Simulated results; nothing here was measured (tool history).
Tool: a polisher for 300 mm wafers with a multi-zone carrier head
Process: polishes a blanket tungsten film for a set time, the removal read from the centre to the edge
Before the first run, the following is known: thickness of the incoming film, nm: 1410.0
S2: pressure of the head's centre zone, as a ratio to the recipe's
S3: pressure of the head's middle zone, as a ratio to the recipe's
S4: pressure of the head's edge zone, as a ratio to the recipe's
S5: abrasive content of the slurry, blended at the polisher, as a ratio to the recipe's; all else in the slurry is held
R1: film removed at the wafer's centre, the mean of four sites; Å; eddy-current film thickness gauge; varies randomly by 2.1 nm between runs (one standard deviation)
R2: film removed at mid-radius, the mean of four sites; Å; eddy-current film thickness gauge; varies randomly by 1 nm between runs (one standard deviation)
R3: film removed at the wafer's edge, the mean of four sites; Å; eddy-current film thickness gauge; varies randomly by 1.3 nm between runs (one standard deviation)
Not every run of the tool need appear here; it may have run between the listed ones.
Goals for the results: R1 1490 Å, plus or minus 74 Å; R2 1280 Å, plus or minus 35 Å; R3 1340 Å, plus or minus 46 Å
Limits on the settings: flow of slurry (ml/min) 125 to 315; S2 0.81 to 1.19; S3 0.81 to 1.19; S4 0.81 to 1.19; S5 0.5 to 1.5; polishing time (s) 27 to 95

run 1 hour=0 | flow_of_slurry_(ml/min)=205 S2=1 S3=1 S4=1 S5=1 polishing_time_(s)=61 | R1=1603.9 R2=1703.8 R3=1723.8
run 2 hour=3.8 | flow_of_slurry_(ml/min)=205 S2=1 S3=1 S4=1 S5=1 polishing_time_(s)=75 | R1=1955.1 R2=2100.1 R3=2129.4
run 3 hour=6 | flow_of_slurry_(ml/min)=205 S2=1 S3=1 S4=0.97 S5=1 polishing_time_(s)=75 | R1=1908.3 R2=2076.7 R3=2096
run 4 hour=8.4 | flow_of_slurry_(ml/min)=205 S2=1.04 S3=0.98 S4=0.94 S5=0.9 polishing_time_(s)=71 | R1=1892.4 R2=1906 R3=1930.7
-- hour=16.3 centre zone pressure recalibrated
run 5 hour=16.3 | flow_of_slurry_(ml/min)=205 S2=1.05 S3=0.96 S4=0.92 S5=0.8 polishing_time_(s)=67 | R1=1831.5 R2=1731.3 R3=1754.1
run 6 hour=16.9 | flow_of_slurry_(ml/min)=200 S2=1.04 S3=0.94 S4=0.9 S5=0.75 polishing_time_(s)=65 | R1=1703.8 R2=1648.3 R3=1659
run 7 hour=21.9 | flow_of_slurry_(ml/min)=180 S2=1.13 S3=0.84 S4=0.83 S5=0.5 polishing_time_(s)=56 | R1=1499.7 R2=1178.7 R3=1284
run 8 hour=26.5 | flow_of_slurry_(ml/min)=190 S2=1.12 S3=0.85 S4=0.84 S5=0.5 polishing_time_(s)=56 | R1=1508.1 R2=1211.9 R3=1319.6
run 9 hour=30.6 | flow_of_slurry_(ml/min)=195 S2=1.11 S3=0.86 S4=0.84 S5=0.5 polishing_time_(s)=56 | R1=1518.1 R2=1216.3 R3=1314.4
run 10 hour=38.2 | flow_of_slurry_(ml/min)=195 S2=1.11 S3=0.86 S4=0.84 S5=0.5 polishing_time_(s)=56 | R1=1470.3 R2=1227.5 R3=1307.6
run 11 hour=46.8 | flow_of_slurry_(ml/min)=200 S2=1.11 S3=0.86 S4=0.84 S5=0.5 polishing_time_(s)=56 | R1=1514.4 R2=1231.2 R3=1296

4 next moves are on the table. One of them brings every result within its allowed miss. Which?
run A hour=55.4 | flow_of_slurry_(ml/min)=175 S2=1.1 S3=0.83 S4=0.84 S5=0.5 polishing_time_(s)=57 | R1=? R2=? R3=?
run B hour=55.4 | flow_of_slurry_(ml/min)=240 S2=1.11 S3=0.89 S4=0.89 S5=0.5 polishing_time_(s)=55 | R1=? R2=? R3=?
run C hour=55.4 | flow_of_slurry_(ml/min)=180 S2=1.13 S3=0.87 S4=0.83 S5=0.5 polishing_time_(s)=55 | R1=? R2=? R3=?
run D hour=55.4 | flow_of_slurry_(ml/min)=265 S2=1.15 S3=0.81 S4=0.81 S5=0.5 polishing_time_(s)=58 | R1=? R2=? R3=?

move=A R1=1493.2 R2=1181.6 R3=1336.1
move=B R1=1506.7 R2=1247.7 R3=1354.7
move=C R1=1479.1 R2=1188.6 R3=1284.7
move=D R1=1652.7 R2=1229.1 R3=1380.9
A: further off than the last run
B: hits every target within its allowed miss
C: further off than the last run
D: further off than the last run
Go with B: it meets all targets.
